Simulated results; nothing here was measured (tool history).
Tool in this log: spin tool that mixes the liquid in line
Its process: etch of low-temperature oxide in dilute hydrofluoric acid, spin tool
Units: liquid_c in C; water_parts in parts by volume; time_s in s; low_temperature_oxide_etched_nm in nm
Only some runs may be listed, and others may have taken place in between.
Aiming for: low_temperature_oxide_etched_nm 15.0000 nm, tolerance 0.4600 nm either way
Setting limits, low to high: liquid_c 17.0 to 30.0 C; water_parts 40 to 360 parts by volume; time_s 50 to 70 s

run  hour  liquid_c  water_parts  time_s  low_temperature_oxide_etched_nm
  1   0.0      22.0          200      70                           7.2388
  2   4.7      22.0          235      70                           5.9721
  3   6.8      20.5          235      70                           5.5366
  4  13.9      23.5          200      70                           7.4603
  5  19.5      25.5          200      70                           8.1566
  6  23.2      27.0          175      70                          10.2350
  7  31.8      28.0          160      70                          11.5680
     37.3  -- hydrofluoric acid flow meter replaced
  8  37.3      28.5          150      70                          12.1150
  9  44.9      29.0          140      70                          13.3640
 10  48.9      29.5          135      70                          14.0830

Of the 5 settings listed for the next run, only one would bring every result within its allowed miss of target. Which one?
  A  52.9      28.0          140      70                                ?
  B  52.9      28.5          115      70                                ?
  C  52.9      30.0          130      70                                ?
  D  52.9      30.0          120      70                                ?
  E  52.9      24.0          125      70                                ?

move  low_temperature_oxide_etched_nm
   A                          12.5350
   B                          16.0610
   C                          14.7200
   D                          16.1650
   E                          12.2860
A: the biggest miss grows against the last run
B: moves the result that the last run missed by most past its target, out the other side
C: meets every target
D: moves the result that the last run missed by most past its target, out the other side
E: the biggest miss grows against the last run
C is the move that brings every result within its allowed miss.
